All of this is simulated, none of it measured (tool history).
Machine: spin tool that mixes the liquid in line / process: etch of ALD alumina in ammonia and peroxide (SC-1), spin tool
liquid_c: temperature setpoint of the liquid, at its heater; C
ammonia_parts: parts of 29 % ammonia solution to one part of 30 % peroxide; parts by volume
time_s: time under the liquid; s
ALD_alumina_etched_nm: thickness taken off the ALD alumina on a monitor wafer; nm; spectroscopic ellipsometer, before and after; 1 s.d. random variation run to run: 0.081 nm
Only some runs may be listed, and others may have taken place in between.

Run 1, hour 0: liquid_c 60 C, ammonia_parts 0.55 parts by volume, time_s 75 s. Result: ALD_alumina_etched_nm 6.8067 nm.
Run 2, hour 4.3: liquid_c 60 C, ammonia_parts 0.35 parts by volume, time_s 75 s. Result: ALD_alumina_etched_nm 6.3257 nm.
Run 3, hour 12.1: liquid_c 60 C, ammonia_parts 0.45 parts by volume, time_s 75 s. Result: ALD_alumina_etched_nm 6.5508 nm.
Run 4, hour 21.1: liquid_c 54 C, ammonia_parts 0.45 parts by volume, time_s 75 s. Result: ALD_alumina_etched_nm 4.7613 nm.
Run 5, hour 22.8: liquid_c 56.5 C, ammonia_parts 0.45 parts by volume, time_s 75 s. Result: ALD_alumina_etched_nm 5.3998 nm.
Run 6, hour 27.4: liquid_c 58.5 C, ammonia_parts 0.45 parts by volume, time_s 75 s. Result: ALD_alumina_etched_nm 6.1038 nm.

What will run 7 give?
Run 7, hour 28.5: liquid_c 60 C, ammonia_parts 0.45 parts by volume, time_s 75 s. Result: ALD_alumina_etched_nm ?.

ALD_alumina_etched_nm: 6.3963 nm
